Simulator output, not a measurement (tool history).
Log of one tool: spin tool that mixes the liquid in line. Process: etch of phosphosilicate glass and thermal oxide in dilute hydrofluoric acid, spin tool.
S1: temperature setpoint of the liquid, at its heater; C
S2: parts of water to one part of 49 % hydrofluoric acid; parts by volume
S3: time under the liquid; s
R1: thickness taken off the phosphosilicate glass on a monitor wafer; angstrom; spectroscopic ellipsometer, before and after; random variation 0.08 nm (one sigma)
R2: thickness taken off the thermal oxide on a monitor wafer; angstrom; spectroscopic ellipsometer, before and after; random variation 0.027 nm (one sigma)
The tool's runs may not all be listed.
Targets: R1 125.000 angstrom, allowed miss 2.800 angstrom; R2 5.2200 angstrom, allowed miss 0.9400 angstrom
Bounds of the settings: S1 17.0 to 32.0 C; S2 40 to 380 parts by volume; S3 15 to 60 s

run	hour	S1	S2	S3	R1	R2
1	0.0	24.0	210	30	153.390	6.7989
2	7.6	22.5	210	30	143.930	6.3519
3	14.5	20.5	210	30	134.730	5.5000
4	18.5	20.5	210	20	90.434	3.4984
# hour 21.3: hydrofluoric acid flow meter replaced
5	21.3	20.5	140	20	136.760	5.1945
6	24.8	20.5	140	30	201.830	8.4940
7	33.6	19.5	155	30	175.080	7.0371
8	40.0	19.0	165	30	157.950	6.7284
9	41.0	18.5	170	30	150.210	5.7135
10	45.6	18.5	170	30	148.340	7.0147
11	54.5	18.5	175	30	145.890	6.1096
12	56.8	18.5	175	30	145.670	6.1600
13	63.4	18.0	180	30	137.030	6.1271
14	66.4	18.0	185	30	132.120	5.5816
15	71.9	17.5	185	30	130.190	5.0848

4 next moves are on the table. One of them brings every result within its allowed miss. Which?
A	77.4	23.0	300	40	?	?
B	77.4	24.0	265	35	?	?
C	77.4	17.0	180	30	?	?
D	77.4	21.5	265	40	?	?

move	R1	R2
A	118.910	4.9242
B	126.270	5.2291
C	132.720	5.4960
D	131.890	5.4617
A: takes the result that was furthest off past its target
B: meets every target
C: further off than the last run
D: further off than the last run
Move B is the one to make.
